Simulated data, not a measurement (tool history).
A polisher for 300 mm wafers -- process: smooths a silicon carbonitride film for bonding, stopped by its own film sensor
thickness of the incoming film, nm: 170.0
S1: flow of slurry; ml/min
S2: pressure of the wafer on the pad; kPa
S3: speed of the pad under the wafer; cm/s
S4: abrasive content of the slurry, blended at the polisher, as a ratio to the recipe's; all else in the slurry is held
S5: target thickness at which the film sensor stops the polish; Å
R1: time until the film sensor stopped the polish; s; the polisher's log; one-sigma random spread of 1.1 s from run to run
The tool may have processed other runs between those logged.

{"run": 1, "hour": 0.0, "S1": 300, "S2": 15.2, "S3": 114, "S4": 1, "S5": 1560, "R1": 48.37}
{"run": 2, "hour": 1.4, "S1": 300, "S2": 15.2, "S3": 114, "S4": 0.9, "S5": 1560, "R1": 50.687}
{"run": 3, "hour": 6.8, "S1": 300, "S2": 14.5, "S3": 114, "S4": 0.9, "S5": 1560, "R1": 54.342}
{"run": 4, "hour": 14.2, "S1": 300, "S2": 14.5, "S3": 114, "S4": 0.9, "S5": 1580, "R1": 46.134}
{"run": 5, "hour": 18.0, "S1": 255, "S2": 14.5, "S3": 114, "S4": 0.9, "S5": 1580, "R1": 45.567}
{"run": 6, "hour": 23.3, "S1": 255, "S2": 13.1, "S3": 114, "S4": 0.9, "S5": 1580, "R1": 50.424}
{"run": 7, "hour": 25.4, "S1": 255, "S2": 13.1, "S3": 114, "S4": 0.9, "S5": 1580, "R1": 51.174}

What does the tool deliver on the next run?
{"run": 8, "hour": 34.0, "S1": 255, "S2": 12.4, "S3": 114, "S4": 0.9, "S5": 1580, "R1": "?"}

Run 8 gave R1 52.283 s.
